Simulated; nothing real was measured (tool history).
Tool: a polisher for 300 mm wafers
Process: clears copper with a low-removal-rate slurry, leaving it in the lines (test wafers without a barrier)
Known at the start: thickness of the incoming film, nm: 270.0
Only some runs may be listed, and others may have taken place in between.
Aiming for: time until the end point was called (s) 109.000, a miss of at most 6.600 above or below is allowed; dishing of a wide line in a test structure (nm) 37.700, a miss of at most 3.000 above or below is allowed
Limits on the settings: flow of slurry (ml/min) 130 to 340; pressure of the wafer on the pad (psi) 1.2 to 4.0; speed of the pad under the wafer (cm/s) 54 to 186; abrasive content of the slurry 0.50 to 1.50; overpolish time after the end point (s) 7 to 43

| run | hour | flow of slurry (ml/min) | pressure of the wafer on the pad (psi) | speed of the pad under the wafer (cm/s) | abrasive content of the slurry | overpolish time after the end point (s) | time until the end point was called (s) | dishing of a wide line in a test structure (nm) |
|---|---|---|---|---|---|---|---|---|
| 1 | 0.0 | 220 | 2.6 | 118 | 1.00 | 22 | 75.911 | 45.110 |
| 2 | 4.8 | 220 | 2.1 | 118 | 1.00 | 22 | 94.412 | 37.673 |
| 3 | 10.2 | 245 | 2.1 | 118 | 1.00 | 22 | 89.692 | 38.383 |
| 4 | 17.1 | 240 | 2.1 | 118 | 1.00 | 22 | 92.286 | 36.295 |
| 5 | 19.6 | 235 | 2.1 | 118 | 1.00 | 23 | 91.013 | 38.999 |
| 6 | 28.5 | 230 | 2.1 | 118 | 1.00 | 23 | 92.231 | 40.496 |
| 7 | 32.0 | 225 | 2.1 | 118 | 1.00 | 23 | 97.577 | 38.636 |
| 8 | 35.8 | 220 | 2.1 | 118 | 1.00 | 23 | 93.789 | 37.536 |
| 9 | 44.7 | 215 | 2.1 | 118 | 1.00 | 24 | 94.334 | 39.599 |
| 10 | 49.0 | 210 | 2.1 | 118 | 1.00 | 24 | 93.924 | 40.531 |

Below are 5 possible settings for the next run. Only one of them brings all results inside the allowed miss of their targets. Which is it?
| A | 53.3 | 225 | 2.5 | 130 | 1.00 | 16 | ? | ? |
| B | 53.3 | 235 | 2.7 | 108 | 0.75 | 19 | ? | ? |
| C | 53.3 | 150 | 2.3 | 98 | 1.00 | 25 | ? | ? |
| D | 53.3 | 240 | 2.2 | 130 | 1.00 | 18 | ? | ? |
| E | 53.3 | 305 | 1.6 | 180 | 1.25 | 18 | ? | ? |

| move | time until the end point was called (s) | dishing of a wide line in a test structure (nm) |
|---|---|---|
| A | 73.369 | 35.933 |
| B | 86.480 | 36.345 |
| C | 106.970 | 37.701 |
| D | 82.353 | 35.647 |
| E | 77.198 | 36.385 |
A: its largest miss is bigger than the last run's
B: its largest miss is bigger than the last run's
C: every result within its allowed miss
D: its largest miss is bigger than the last run's
E: its largest miss is bigger than the last run's
So the answer is move C, the one that meets all the targets.

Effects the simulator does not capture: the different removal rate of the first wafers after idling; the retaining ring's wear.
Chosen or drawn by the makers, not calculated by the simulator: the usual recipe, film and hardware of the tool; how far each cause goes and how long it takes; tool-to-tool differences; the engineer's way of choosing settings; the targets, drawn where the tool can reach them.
